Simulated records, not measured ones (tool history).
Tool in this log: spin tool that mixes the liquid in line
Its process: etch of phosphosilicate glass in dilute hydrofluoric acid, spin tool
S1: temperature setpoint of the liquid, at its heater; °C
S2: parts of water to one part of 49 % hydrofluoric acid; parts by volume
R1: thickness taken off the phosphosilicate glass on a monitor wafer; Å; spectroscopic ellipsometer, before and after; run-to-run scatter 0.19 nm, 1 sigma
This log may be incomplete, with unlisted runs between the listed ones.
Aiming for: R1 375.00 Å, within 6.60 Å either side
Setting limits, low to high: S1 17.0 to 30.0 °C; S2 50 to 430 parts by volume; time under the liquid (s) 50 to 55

Run 1, day 0.000: S1 22.0 °C, S2 240 parts by volume, time under the liquid (s) 50. Result: R1 220.61 Å.
Run 2, day 0.171: S1 24.0 °C, S2 225 parts by volume, time under the liquid (s) 50. Result: R1 256.92 Å.
Run 3, day 0.458: S1 25.5 °C, S2 215 parts by volume, time under the liquid (s) 50. Result: R1 285.77 Å.
Run 4, day 0.600: S1 25.5 °C, S2 150 parts by volume, time under the liquid (s) 50. Result: R1 442.68 Å.
Run 5, day 0.733: S1 24.0 °C, S2 150 parts by volume, time under the liquid (s) 50. Result: R1 419.38 Å.
Run 6, day 0.888: S1 24.0 °C, S2 150 parts by volume, time under the liquid (s) 55. Result: R1 464.25 Å.
Run 7, day 1.054: S1 22.5 °C, S2 150 parts by volume, time under the liquid (s) 55. Result: R1 435.52 Å.
Run 8, day 1.238: S1 21.5 °C, S2 150 parts by volume, time under the liquid (s) 55. Result: R1 416.93 Å.
Run 9, day 1.412: S1 21.0 °C, S2 150 parts by volume, time under the liquid (s) 55. Result: R1 410.12 Å.
Run 10, day 1.754: S1 20.5 °C, S2 150 parts by volume, time under the liquid (s) 55. Result: R1 397.00 Å.
Run 11, day 2.038: S1 20.0 °C, S2 150 parts by volume, time under the liquid (s) 55. Result: R1 391.86 Å.
Run 12, day 2.283: S1 19.5 °C, S2 150 parts by volume, time under the liquid (s) 55. Result: R1 385.49 Å.

Which one of the following 5 next-run settings gets every result inside its allowed miss? There is exactly one.
Run A, day 2.529: S1 19.0 °C, S2 140 parts by volume, time under the liquid (s) 50. Result: R1 ?.
Run B, day 2.529: S1 22.5 °C, S2 165 parts by volume, time under the liquid (s) 55. Result: R1 ?.
Run C, day 2.529: S1 19.0 °C, S2 145 parts by volume, time under the liquid (s) 55. Result: R1 ?.
Run D, day 2.529: S1 21.0 °C, S2 145 parts by volume, time under the liquid (s) 50. Result: R1 ?.
Run E, day 2.529: S1 17.0 °C, S2 125 parts by volume, time under the liquid (s) 50. Result: R1 ?.

move      R1
   A  373.30
   B  389.56
   C  394.44
   D  388.39
   E  391.09
A: all results land within tolerance of their targets
B: further off than the last run
C: further off than the last run
D: further off than the last run
E: further off than the last run
Answer: A
